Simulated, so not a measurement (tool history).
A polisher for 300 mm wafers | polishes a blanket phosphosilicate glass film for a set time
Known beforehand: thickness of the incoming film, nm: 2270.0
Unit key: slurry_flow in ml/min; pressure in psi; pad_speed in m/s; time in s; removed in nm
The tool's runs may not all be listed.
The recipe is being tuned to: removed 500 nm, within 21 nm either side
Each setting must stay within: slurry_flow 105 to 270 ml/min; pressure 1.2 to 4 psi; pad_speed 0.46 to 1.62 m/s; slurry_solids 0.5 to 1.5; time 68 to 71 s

run	hour	slurry_flow	pressure	pad_speed	slurry_solids	time	removed
1	0	175	2.6	1.04	1	68	390.65
2	1.3	175	2.7	1.04	1	68	406.13
3	6.4	175	3.1	1.04	1	68	472.46
4	9.7	175	2.5	1.04	1	68	375.76
5	10.5	175	2.6	1.04	1	68	400.71
6	15.1	175	2.6	1.04	1.1	68	404.48
7	21.6	175	2.7	1.04	1.1	68	428.09
8	29.9	180	2.9	1.04	1.1	68	459.16
9	31	180	3	1.04	1.1	68	475.58

Pick the move, out of 5, that brings all results within their allowed miss; only one does.
A	32.1	175	2.5	1.18	1.15	70	?
B	32.1	165	2.5	1.22	1.05	68	?
C	32.1	205	3.4	0.78	1.2	68	?
D	32.1	200	2.4	1.2	1.15	68	?
E	32.1	250	4	0.76	1.05	68	?

move	removed
A	455.06
B	437.03
C	443.44
D	438.67
E	499.2
A: misses by more than the last run did
B: misses by more than the last run did
C: misses by more than the last run did
D: misses by more than the last run did
E: in spec on every target
Answer: E
